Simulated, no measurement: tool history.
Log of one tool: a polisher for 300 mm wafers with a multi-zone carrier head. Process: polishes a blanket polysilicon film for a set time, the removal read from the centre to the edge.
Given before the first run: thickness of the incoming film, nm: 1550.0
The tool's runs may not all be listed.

| run | hour | flow of slurry (ml/min) | pressure of the head's centre zone | pressure of the head's middle zone | pressure of the head's edge zone | polishing time (s) | film removed at the wafer's centre (nm) | film removed at mid-radius (nm) | film removed at the wafer's edge (nm) |
|---|---|---|---|---|---|---|---|---|---|
| 1 | 0 | 275 | 1 | 1 | 1 | 65 | 388.59 | 417.6 | 435.72 |
| 2 | 2 | 275 | 0.92 | 1 | 1 | 65 | 356.79 | 428.91 | 432.7 |
| 3 | 5.5 | 230 | 0.92 | 1 | 1 | 65 | 349.27 | 414 | 434.09 |
| 4 | 13.1 | 230 | 0.92 | 0.96 | 1 | 65 | 355.32 | 402.2 | 436.65 |
| 5 | 20.5 | 200 | 0.92 | 0.96 | 1 | 65 | 343.99 | 404.84 | 426.87 |
| 6 | 21.5 | 215 | 0.97 | 0.97 | 0.96 | 61 | 339.53 | 367.27 | 390.31 |
| 7 | 26.5 | 230 | 1.01 | 0.99 | 0.92 | 59 | 345.1 | 369.06 | 383.67 |
|  | 31.4 | centre zone pressure recalibrated |
| 8 | 31.4 | 265 | 1.05 | 1 | 0.89 | 55 | 381.83 | 356.5 | 355.33 |
| 9 | 38.8 | 260 | 1.05 | 1 | 0.87 | 53 | 368.72 | 346.68 | 335.9 |
| 10 | 45.7 | 255 | 1.05 | 0.99 | 0.86 | 52 | 350.68 | 332.8 | 323.5 |

Run 11 has not been measured yet. What should we expect?
| 11 | 47.6 | 260 | 1.05 | 0.98 | 0.85 | 52 | ? | ? | ? |

film removed at the wafer's centre (nm): 358.55
film removed at mid-radius (nm): 338.57
film removed at the wafer's edge (nm): 323.48
